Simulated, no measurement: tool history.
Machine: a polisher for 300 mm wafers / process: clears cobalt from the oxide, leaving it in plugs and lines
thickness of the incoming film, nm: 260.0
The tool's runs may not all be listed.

run	hour	flow of slurry (ml/min)	pressure of the wafer on the pad (kPa)	speed of the pad under the wafer (cm/s)	overpolish time after the end point (s)	time until the end point was called (s)	dishing of a wide line in a test structure (angstrom)
1	0.0	295	15.2	118	22	40.990	532.03
2	1.4	295	16.5	120	22	37.654	529.82
3	9.3	295	19.3	120	22	32.198	552.77
4	10.3	295	20.0	120	22	30.748	582.58
5	11.2	295	20.0	106	22	32.976	559.04
6	19.8	295	20.0	106	26	34.987	571.31

What does the tool deliver on the next run?
7	23.5	295	20.7	108	25	?	?

Run 7 yielded time until the end point was called (s) 32.490, dishing of a wide line in a test structure (angstrom) 560.98.
